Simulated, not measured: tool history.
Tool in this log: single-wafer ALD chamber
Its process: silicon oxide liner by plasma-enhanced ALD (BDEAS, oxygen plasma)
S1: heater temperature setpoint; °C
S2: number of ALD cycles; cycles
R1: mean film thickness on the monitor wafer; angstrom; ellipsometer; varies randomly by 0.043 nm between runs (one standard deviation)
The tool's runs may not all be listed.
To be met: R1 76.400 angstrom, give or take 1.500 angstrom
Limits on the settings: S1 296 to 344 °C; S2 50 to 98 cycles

run 1 hour=0.0 | S1=320 S2=74 | R1=68.208
run 2 hour=4.4 | S1=320 S2=67 | R1=61.858
run 3 hour=12.6 | S1=320 S2=69 | R1=63.468
run 4 hour=13.7 | S1=310 S2=69 | R1=63.600
run 5 hour=15.5 | S1=310 S2=60 | R1=56.030
run 6 hour=18.1 | S1=310 S2=63 | R1=58.384
run 7 hour=18.8 | S1=310 S2=66 | R1=61.641
-- hour=21.8 thermocouple changed; heater temperature recalibrated
run 8 hour=21.8 | S1=310 S2=68 | R1=63.084
run 9 hour=23.0 | S1=310 S2=70 | R1=65.824
run 10 hour=30.0 | S1=310 S2=71 | R1=66.012
run 11 hour=38.4 | S1=310 S2=72 | R1=66.741
run 12 hour=45.8 | S1=310 S2=73 | R1=67.926
run 13 hour=54.1 | S1=310 S2=74 | R1=69.044
run 14 hour=63.0 | S1=310 S2=75 | R1=69.777
run 15 hour=69.4 | S1=310 S2=76 | R1=70.521
run 16 hour=78.3 | S1=310 S2=77 | R1=71.715
run 17 hour=79.0 | S1=310 S2=77 | R1=71.524
run 18 hour=80.7 | S1=310 S2=78 | R1=72.489
run 19 hour=82.7 | S1=310 S2=79 | R1=73.034

Below are 4 possible settings for the next run. Only one of them brings all results inside the allowed miss of their targets. Which is it?
run A hour=84.7 | S1=325 S2=80 | R1=?
run B hour=84.7 | S1=307 S2=79 | R1=?
run C hour=84.7 | S1=310 S2=82 | R1=?
run D hour=84.7 | S1=301 S2=74 | R1=?

move=A R1=73.490
move=B R1=74.235
move=C R1=76.766
move=D R1=70.056
A: closes in on the targets versus the last run, not all within tolerance yet
B: closes in on the targets versus the last run, not all within tolerance yet
C: hits every target within its allowed miss
D: further off than the last run
C meets every target.
